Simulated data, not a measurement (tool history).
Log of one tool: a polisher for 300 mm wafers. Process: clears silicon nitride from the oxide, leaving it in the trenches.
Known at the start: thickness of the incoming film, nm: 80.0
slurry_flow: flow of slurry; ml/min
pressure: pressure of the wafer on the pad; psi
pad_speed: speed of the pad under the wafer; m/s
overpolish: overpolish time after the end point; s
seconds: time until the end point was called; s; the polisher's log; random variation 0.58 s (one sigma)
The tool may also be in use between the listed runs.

run	day	slurry_flow	pressure	pad_speed	overpolish	seconds
1	0.000	230	2.3	1.20	41	83.456
2	0.108	270	2.3	1.20	41	81.302
3	0.146	270	2.6	1.24	41	70.132
4	0.375	270	2.6	1.42	41	63.910
5	0.483	270	2.6	1.14	41	76.567
6	0.579	230	2.6	1.14	41	76.510
7	0.862	230	3.2	1.44	41	52.899
8	0.933	230	3.3	1.48	41	49.563

The next listed run, before its measurement:
9	1.129	230	3.4	1.52	41	?

seconds: 46.794 s
